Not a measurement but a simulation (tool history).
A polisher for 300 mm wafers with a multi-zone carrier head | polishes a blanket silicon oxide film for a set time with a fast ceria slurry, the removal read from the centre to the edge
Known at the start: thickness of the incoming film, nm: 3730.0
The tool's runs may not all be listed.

run    day  flow of slurry (ml/min)  pressure of the head's centre zone  pressure of the head's middle zone  pressure of the head's edge zone  polishing time (s)  film removed at the wafer's centre (nm)  film removed at mid-radius (nm)  film removed at the wafer's edge (nm)
  1      0                      275                                   1                                   1                                 1                  65                                   1105.2                           1107.3                                 1109.7
  2  0.125                      275                                   1                                   1                              1.03                  65                                   1109.7                             1092                                 1100.5
  3  0.333                      340                                   1                                   1                              1.03                  65                                   1131.8                           1125.1                                   1137
  4  0.658                      340                                   1                                   1                              0.98                  65                                   1132.5                             1141                                   1110
  5  0.883                      340                                   1                                   1                              0.98                  52                                   921.58                           895.79                                 893.33
  6  0.942                      340                                1.04                                   1                              1.01                  61                                   1116.1                           1062.5                                 1076.8
  7  1.317                      345                                1.08                                1.01                              1.03                  66                                   1243.4                           1166.5                                   1153

The next listed run, before its measurement:
  8  1.367                      350                                 1.1                                   1                              1.05                  71                                        ?                                ?                                      ?

film removed at the wafer's centre (nm): 1369
film removed at mid-radius (nm): 1218
film removed at the wafer's edge (nm): 1231.3

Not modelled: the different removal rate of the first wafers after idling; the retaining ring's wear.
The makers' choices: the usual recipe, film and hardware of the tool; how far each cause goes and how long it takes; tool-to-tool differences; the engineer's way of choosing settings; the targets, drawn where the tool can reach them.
